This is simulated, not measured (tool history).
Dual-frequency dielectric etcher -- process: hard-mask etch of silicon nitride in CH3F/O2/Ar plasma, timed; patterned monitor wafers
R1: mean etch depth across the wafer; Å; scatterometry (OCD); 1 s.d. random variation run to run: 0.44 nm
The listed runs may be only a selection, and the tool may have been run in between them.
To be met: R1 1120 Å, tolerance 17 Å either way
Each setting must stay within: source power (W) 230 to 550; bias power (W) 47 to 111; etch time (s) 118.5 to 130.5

Run 1, day 0: source power (W) 390, bias power (W) 79, etch time (s) 130.5. Result: R1 988.53 Å.
Run 2, day 0.067: source power (W) 420, bias power (W) 80, etch time (s) 130.5. Result: R1 1006.4 Å.
Run 3, day 0.354: source power (W) 440, bias power (W) 82, etch time (s) 130.5. Result: R1 1041.4 Å.
Run 4, day 0.45: source power (W) 440, bias power (W) 76, etch time (s) 130.5. Result: R1 1019.5 Å.
Run 5, day 0.529: source power (W) 460, bias power (W) 77, etch time (s) 130.5. Result: R1 1038.7 Å.
Run 6, day 0.725: source power (W) 460, bias power (W) 67, etch time (s) 130.5. Result: R1 998.09 Å.
Run 7, day 1.054: source power (W) 480, bias power (W) 69, etch time (s) 130.5. Result: R1 1015.3 Å.
Run 8, day 1.338: source power (W) 490, bias power (W) 71, etch time (s) 130.5. Result: R1 1024.9 Å.
Run 9, day 1.408: source power (W) 490, bias power (W) 71, etch time (s) 130.5. Result: R1 1031.5 Å.
At day 1.667: bias power generator calibrated.
Run 10, day 1.667: source power (W) 500, bias power (W) 73, etch time (s) 130.5. Result: R1 1053.8 Å.
Run 11, day 1.896: source power (W) 510, bias power (W) 74, etch time (s) 130.5. Result: R1 1070.9 Å.
Run 12, day 2.229: source power (W) 520, bias power (W) 75, etch time (s) 130.5. Result: R1 1079.4 Å.
Run 13, day 2.562: source power (W) 530, bias power (W) 76, etch time (s) 130.5. Result: R1 1089.6 Å.
Run 14, day 2.671: source power (W) 530, bias power (W) 77, etch time (s) 130.5. Result: R1 1102.5 Å.
Run 15, day 2.883: source power (W) 540, bias power (W) 77, etch time (s) 130.5. Result: R1 1095.8 Å.
Run 16, day 3.138: source power (W) 540, bias power (W) 78, etch time (s) 130.5. Result: R1 1100.8 Å.

Which one of the following 4 next-run settings gets every result inside its allowed miss? There is exactly one.
Run A, day 3.392: source power (W) 550, bias power (W) 93, etch time (s) 129. Result: R1 ?.
Run B, day 3.392: source power (W) 550, bias power (W) 82, etch time (s) 130.5. Result: R1 ?.
Run C, day 3.392: source power (W) 550, bias power (W) 75, etch time (s) 129. Result: R1 ?.
Run D, day 3.392: source power (W) 550, bias power (W) 92, etch time (s) 128.5. Result: R1 ?.

move      R1
   A  1153.3
   B  1123.6
   C  1082.5
   D    1145
A: takes the result that was furthest off past its target
B: every result within its allowed miss
C: lands further from the targets than the last run did
D: takes the result that was furthest off past its target
B meets every target.
